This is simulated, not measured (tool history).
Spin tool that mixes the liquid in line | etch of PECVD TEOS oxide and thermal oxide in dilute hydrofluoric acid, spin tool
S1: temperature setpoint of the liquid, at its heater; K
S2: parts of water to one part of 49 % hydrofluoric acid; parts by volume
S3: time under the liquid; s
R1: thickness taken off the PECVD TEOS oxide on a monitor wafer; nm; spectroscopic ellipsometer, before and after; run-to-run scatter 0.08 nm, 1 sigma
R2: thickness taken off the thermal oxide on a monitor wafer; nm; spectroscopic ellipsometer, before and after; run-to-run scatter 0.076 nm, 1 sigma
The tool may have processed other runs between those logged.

run,hour,S1,S2,S3,R1,R2
1,0.0,293.15,280,180,3.6150,2.2648
2,3.3,293.15,325,180,2.9937,1.9001
3,8.8,293.15,425,180,2.0953,1.3396
4,13.1,295.65,320,180,3.3275,2.1043
5,15.4,297.15,245,180,4.9762,3.1139
6,23.4,297.15,245,120,3.2826,2.1255
7,28.0,298.15,185,130,5.2403,3.3477
8,28.8,299.15,155,130,6.6510,4.3091
9,36.4,299.65,135,130,8.1075,5.0695
10,41.2,300.15,130,130,8.4988,5.3519

Run 11 is up next; what results do you expect?
11,45.2,300.65,125,130,?,?

R1: 9.2463 nm
R2: 5.6665 nm

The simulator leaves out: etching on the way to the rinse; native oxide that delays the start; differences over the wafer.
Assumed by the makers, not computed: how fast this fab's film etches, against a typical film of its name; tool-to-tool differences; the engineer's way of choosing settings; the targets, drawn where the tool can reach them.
